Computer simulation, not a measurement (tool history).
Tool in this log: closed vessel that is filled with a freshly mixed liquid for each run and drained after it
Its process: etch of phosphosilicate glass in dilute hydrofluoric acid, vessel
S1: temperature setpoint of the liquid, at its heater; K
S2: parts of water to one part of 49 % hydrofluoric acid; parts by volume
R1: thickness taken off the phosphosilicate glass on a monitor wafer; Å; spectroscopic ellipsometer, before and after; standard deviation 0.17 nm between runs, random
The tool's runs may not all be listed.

Run 1, hour 0.0: S1 294.15 K, S2 255 parts by volume, time in the liquid (s) 45. Result: R1 111.890 Å.
Run 2, hour 5.0: S1 294.15 K, S2 255 parts by volume, time in the liquid (s) 45. Result: R1 111.080 Å.
Run 3, hour 13.1: S1 294.15 K, S2 255 parts by volume, time in the liquid (s) 45. Result: R1 109.480 Å.
Run 4, hour 18.9: S1 294.15 K, S2 290 parts by volume, time in the liquid (s) 45. Result: R1 93.615 Å.
Run 5, hour 26.3: S1 296.15 K, S2 250 parts by volume, time in the liquid (s) 45. Result: R1 122.780 Å.
Run 6, hour 33.3: S1 297.65 K, S2 220 parts by volume, time in the liquid (s) 45. Result: R1 150.110 Å.
Run 7, hour 40.0: S1 298.65 K, S2 200 parts by volume, time in the liquid (s) 45. Result: R1 176.280 Å.
Run 8, hour 41.4: S1 299.65 K, S2 190 parts by volume, time in the liquid (s) 45. Result: R1 194.200 Å.

Predict the results of run 9:
Run 9, hour 47.1: S1 300.15 K, S2 180 parts by volume, time in the liquid (s) 45. Result: R1 ?.

R1: 211.340 Å
